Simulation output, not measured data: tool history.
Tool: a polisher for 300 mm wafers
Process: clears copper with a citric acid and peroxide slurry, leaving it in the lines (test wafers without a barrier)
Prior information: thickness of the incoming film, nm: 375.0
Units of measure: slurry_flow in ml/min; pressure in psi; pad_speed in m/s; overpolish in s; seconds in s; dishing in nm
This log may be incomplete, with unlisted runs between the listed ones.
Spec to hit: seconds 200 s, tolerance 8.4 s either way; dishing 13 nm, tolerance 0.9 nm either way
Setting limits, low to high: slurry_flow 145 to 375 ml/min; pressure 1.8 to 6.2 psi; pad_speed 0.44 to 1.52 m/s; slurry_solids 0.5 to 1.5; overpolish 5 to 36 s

{"run": 1, "hour": 0.0, "slurry_flow": 240, "pressure": 4, "pad_speed": 0.98, "slurry_solids": 1, "overpolish": 18, "seconds": 106.05, "dishing": 44.094}
{"run": 2, "hour": 2.5, "slurry_flow": 240, "pressure": 3.7, "pad_speed": 0.96, "slurry_solids": 1, "overpolish": 16, "seconds": 116.69, "dishing": 36.744}
{"run": 3, "hour": 6.3, "slurry_flow": 240, "pressure": 3.7, "pad_speed": 0.96, "slurry_solids": 1, "overpolish": 22, "seconds": 116.56, "dishing": 46.755}
{"run": 4, "hour": 14.7, "slurry_flow": 240, "pressure": 3.4, "pad_speed": 0.94, "slurry_solids": 1, "overpolish": 19, "seconds": 128.93, "dishing": 36.309}
{"run": 5, "hour": 15.6, "slurry_flow": 240, "pressure": 3.4, "pad_speed": 0.7, "slurry_solids": 1, "overpolish": 19, "seconds": 168.65, "dishing": 30.728}
{"run": 6, "hour": 17.3, "slurry_flow": 240, "pressure": 3.2, "pad_speed": 0.72, "slurry_solids": 1, "overpolish": 17, "seconds": 178.03, "dishing": 26.396}
{"run": 7, "hour": 20.4, "slurry_flow": 240, "pressure": 3.1, "pad_speed": 0.74, "slurry_solids": 1, "overpolish": 15, "seconds": 177.91, "dishing": 23.44}
{"run": 8, "hour": 21.8, "slurry_flow": 240, "pressure": 3, "pad_speed": 0.74, "slurry_solids": 1, "overpolish": 13, "seconds": 181.75, "dishing": 19.444}
{"run": 9, "hour": 24.0, "slurry_flow": 240, "pressure": 2.9, "pad_speed": 0.74, "slurry_solids": 1, "overpolish": 12, "seconds": 192.65, "dishing": 18.06}
{"run": 10, "hour": 28.3, "slurry_flow": 240, "pressure": 2.9, "pad_speed": 0.74, "slurry_solids": 1, "overpolish": 11, "seconds": 187.42, "dishing": 16.645}

Exercise: of the 4 proposed moves below, exactly one satisfies all targets within the stated allowed misses. Which move is it?
{"run": "A", "hour": 32.6, "slurry_flow": 250, "pressure": 2.5, "pad_speed": 0.82, "slurry_solids": 1, "overpolish": 9, "seconds": "?", "dishing": "?"}
{"run": "B", "hour": 32.6, "slurry_flow": 255, "pressure": 2.5, "pad_speed": 0.72, "slurry_solids": 1.15, "overpolish": 10, "seconds": "?", "dishing": "?"}
{"run": "C", "hour": 32.6, "slurry_flow": 205, "pressure": 2.6, "pad_speed": 0.72, "slurry_solids": 1.05, "overpolish": 10, "seconds": "?", "dishing": "?"}
{"run": "D", "hour": 32.6, "slurry_flow": 160, "pressure": 3, "pad_speed": 0.7, "slurry_solids": 0.7, "overpolish": 10, "seconds": "?", "dishing": "?"}

move=A seconds=196.43 dishing=13.053
move=B seconds=215.02 dishing=13.241
move=C seconds=217.48 dishing=13.107
move=D seconds=221.99 dishing=12.883
A: every result lands within tolerance
B: corrects the largest miss of the last run, while another result sits out of spec
C: corrects the largest miss of the last run, while another result sits out of spec
D: corrects the largest miss of the last run, while another result sits out of spec
The right move is A.
